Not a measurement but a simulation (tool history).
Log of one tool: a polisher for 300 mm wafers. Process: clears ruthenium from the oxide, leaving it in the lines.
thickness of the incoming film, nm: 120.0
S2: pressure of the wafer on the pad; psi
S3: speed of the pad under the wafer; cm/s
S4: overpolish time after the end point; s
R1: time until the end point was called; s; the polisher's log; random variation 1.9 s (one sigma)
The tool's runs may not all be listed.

run 1 hour=0.0 | flow_of_slurry_(ml/min)=165 S2=1.8 S3=92 S4=21 | R1=97.740
run 2 hour=5.3 | flow_of_slurry_(ml/min)=165 S2=1.8 S3=110 S4=21 | R1=84.347
run 3 hour=7.2 | flow_of_slurry_(ml/min)=160 S2=1.6 S3=108 S4=21 | R1=95.557
run 4 hour=10.6 | flow_of_slurry_(ml/min)=160 S2=1.4 S3=106 S4=21 | R1=106.070
run 5 hour=16.0 | flow_of_slurry_(ml/min)=160 S2=1.7 S3=106 S4=21 | R1=92.726
run 6 hour=22.3 | flow_of_slurry_(ml/min)=160 S2=1.7 S3=96 S4=21 | R1=98.844

The next listed run, before its measurement:
run 7 hour=25.4 | flow_of_slurry_(ml/min)=160 S2=1.5 S3=94 S4=21 | R1=?

{"run 7": {"R1": 111.72}}
